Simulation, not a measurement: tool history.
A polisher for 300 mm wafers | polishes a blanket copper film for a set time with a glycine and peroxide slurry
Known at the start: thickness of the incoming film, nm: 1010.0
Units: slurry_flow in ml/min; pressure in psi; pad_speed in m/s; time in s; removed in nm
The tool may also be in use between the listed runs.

{"run": 1, "hour": 0.0, "slurry_flow": 305, "pressure": 3.4, "pad_speed": 1.02, "time": 22, "removed": 131.54}
{"run": 2, "hour": 7.5, "slurry_flow": 305, "pressure": 3.4, "pad_speed": 0.9, "time": 22, "removed": 118.22}
{"run": 3, "hour": 9.7, "slurry_flow": 305, "pressure": 3.7, "pad_speed": 0.94, "time": 22, "removed": 133.85}
{"run": 4, "hour": 10.7, "slurry_flow": 305, "pressure": 3.7, "pad_speed": 0.94, "time": 20, "removed": 119.43}
{"run": 5, "hour": 16.9, "slurry_flow": 350, "pressure": 3.7, "pad_speed": 0.94, "time": 20, "removed": 120.88}
{"run": 6, "hour": 19.0, "slurry_flow": 350, "pressure": 3.7, "pad_speed": 0.82, "time": 20, "removed": 109.59}
{"run": 7, "hour": 22.6, "slurry_flow": 350, "pressure": 3.9, "pad_speed": 0.88, "time": 20, "removed": 122.58}
{"run": 8, "hour": 25.8, "slurry_flow": 350, "pressure": 4.1, "pad_speed": 0.92, "time": 20, "removed": 129.19}
{"hour": 33.2, "done": "slurry nozzle cleaned"}
{"run": 9, "hour": 33.2, "slurry_flow": 350, "pressure": 4.3, "pad_speed": 0.98, "time": 20, "removed": 146.48}
{"run": 10, "hour": 34.7, "slurry_flow": 350, "pressure": 4.4, "pad_speed": 1.02, "time": 20, "removed": 153.7}
{"run": 11, "hour": 35.4, "slurry_flow": 350, "pressure": 4.5, "pad_speed": 1.06, "time": 20, "removed": 160.02}
{"run": 12, "hour": 39.7, "slurry_flow": 350, "pressure": 4.6, "pad_speed": 1.1, "time": 20, "removed": 167.32}
{"run": 13, "hour": 42.8, "slurry_flow": 350, "pressure": 4.7, "pad_speed": 1.14, "time": 20, "removed": 178.96}

Forecast run 14:
{"run": 14, "hour": 48.9, "slurry_flow": 350, "pressure": 4.8, "pad_speed": 1.16, "time": 20, "removed": "?"}

Run 14 gave removed 185.2 nm.

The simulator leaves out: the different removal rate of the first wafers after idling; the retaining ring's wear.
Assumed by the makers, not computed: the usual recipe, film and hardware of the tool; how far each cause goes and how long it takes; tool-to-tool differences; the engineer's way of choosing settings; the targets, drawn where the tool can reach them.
